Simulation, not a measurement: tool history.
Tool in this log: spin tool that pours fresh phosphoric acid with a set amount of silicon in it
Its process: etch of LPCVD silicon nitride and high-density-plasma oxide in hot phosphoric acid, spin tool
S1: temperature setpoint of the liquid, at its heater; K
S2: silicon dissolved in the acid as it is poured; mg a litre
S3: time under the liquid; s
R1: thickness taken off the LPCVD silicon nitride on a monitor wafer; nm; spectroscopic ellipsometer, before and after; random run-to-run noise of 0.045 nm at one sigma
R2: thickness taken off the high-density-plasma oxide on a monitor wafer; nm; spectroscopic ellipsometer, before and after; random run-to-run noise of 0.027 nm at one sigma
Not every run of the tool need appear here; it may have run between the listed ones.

run,hour,S1,S2,S3,R1,R2
1,0.0,435.15,16.0,55,5.8883,0.27404
2,1.7,435.15,23.5,55,5.8430,0.22793
3,7.8,435.15,18.5,55,5.8282,0.25858
4,16.7,435.15,18.5,70,7.4348,0.29475
5,23.1,433.15,18.5,70,7.0476,0.32964
6,28.1,434.15,17.0,70,7.1678,0.32667
7,31.7,434.65,16.0,70,7.3225,0.38302
8,36.2,435.15,16.5,70,7.4436,0.35289
9,43.1,437.65,16.0,80,9.2546,0.53295

The next listed run, before its measurement:
10,46.6,437.65,17.5,80,?,?

R1: 9.3392 nm
R2: 0.41692 nm
